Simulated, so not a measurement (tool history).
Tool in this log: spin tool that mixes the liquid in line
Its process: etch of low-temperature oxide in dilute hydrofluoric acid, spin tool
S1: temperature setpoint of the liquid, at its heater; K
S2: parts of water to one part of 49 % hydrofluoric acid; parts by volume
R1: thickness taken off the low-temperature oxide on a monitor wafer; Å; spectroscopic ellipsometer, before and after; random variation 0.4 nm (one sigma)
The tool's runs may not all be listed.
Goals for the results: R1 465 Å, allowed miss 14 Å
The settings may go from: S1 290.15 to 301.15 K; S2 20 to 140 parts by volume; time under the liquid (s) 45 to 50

Run 1, day 0: S1 293.15 K, S2 75 parts by volume, time under the liquid (s) 45. Result: R1 157.76 Å.
Run 2, day 0.171: S1 294.65 K, S2 60 parts by volume, time under the liquid (s) 45. Result: R1 216.16 Å.
Run 3, day 0.258: S1 294.65 K, S2 90 parts by volume, time under the liquid (s) 45. Result: R1 137.24 Å.
Run 4, day 0.496: S1 294.65 K, S2 90 parts by volume, time under the liquid (s) 45. Result: R1 138.42 Å.
Run 5, day 0.817: S1 296.15 K, S2 75 parts by volume, time under the liquid (s) 45. Result: R1 181.24 Å.
Run 6, day 0.875: S1 296.15 K, S2 75 parts by volume, time under the liquid (s) 50. Result: R1 197.61 Å.
Run 7, day 0.904: S1 297.15 K, S2 65 parts by volume, time under the liquid (s) 50. Result: R1 244.12 Å.
Run 8, day 1.154: S1 298.15 K, S2 55 parts by volume, time under the liquid (s) 50. Result: R1 302.62 Å.
Run 9, day 1.238: S1 298.65 K, S2 50 parts by volume, time under the liquid (s) 50. Result: R1 347.29 Å.
Run 10, day 1.333: S1 299.15 K, S2 45 parts by volume, time under the liquid (s) 50. Result: R1 392.5 Å.
Run 11, day 1.508: S1 299.15 K, S2 45 parts by volume, time under the liquid (s) 50. Result: R1 395.73 Å.
Run 12, day 1.812: S1 301.15 K, S2 40 parts by volume, time under the liquid (s) 50. Result: R1 481.6 Å.

Exactly one of the 5 candidate moves below puts every result within its allowed miss. Which one?
Run A, day 2.117: S1 300.65 K, S2 40 parts by volume, time under the liquid (s) 45. Result: R1 ?.
Run B, day 2.117: S1 299.15 K, S2 35 parts by volume, time under the liquid (s) 45. Result: R1 ?.
Run C, day 2.117: S1 300.65 K, S2 35 parts by volume, time under the liquid (s) 45. Result: R1 ?.
Run D, day 2.117: S1 301.15 K, S2 45 parts by volume, time under the liquid (s) 50. Result: R1 ?.
Run E, day 2.117: S1 300.15 K, S2 35 parts by volume, time under the liquid (s) 50. Result: R1 ?.

move      R1
   A  422.36
   B  457.38
   C  486.26
   D  422.51
   E  529.41
A: pushes the last run's worst result past its target
B: in spec on every target
C: the biggest miss grows against the last run
D: pushes the last run's worst result past its target
E: the biggest miss grows against the last run
Go with B: it meets all targets.

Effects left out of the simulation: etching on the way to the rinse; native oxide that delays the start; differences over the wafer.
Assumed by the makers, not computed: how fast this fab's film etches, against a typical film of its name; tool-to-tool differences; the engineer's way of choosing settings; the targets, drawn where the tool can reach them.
